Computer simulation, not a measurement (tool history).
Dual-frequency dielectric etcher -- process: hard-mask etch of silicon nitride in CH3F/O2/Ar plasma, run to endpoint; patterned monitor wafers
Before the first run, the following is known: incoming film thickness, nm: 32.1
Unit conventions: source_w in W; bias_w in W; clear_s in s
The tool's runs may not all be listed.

Run 1, hour 0.0: source_w 480 W, bias_w 71 W. Result: clear_s 42.139 s.
Run 2, hour 7.4: source_w 400 W, bias_w 71 W. Result: clear_s 44.717 s.
Run 3, hour 8.9: source_w 400 W, bias_w 66 W. Result: clear_s 45.627 s.
Run 4, hour 14.6: source_w 400 W, bias_w 59 W. Result: clear_s 48.205 s.
Run 5, hour 16.3: source_w 400 W, bias_w 70 W. Result: clear_s 44.652 s.
Run 6, hour 19.8: source_w 340 W, bias_w 70 W. Result: clear_s 46.388 s.

Forecast run 7:
Run 7, hour 26.3: source_w 410 W, bias_w 73 W. Result: clear_s ?.

Logged for run 7: clear_s 43.417 s.
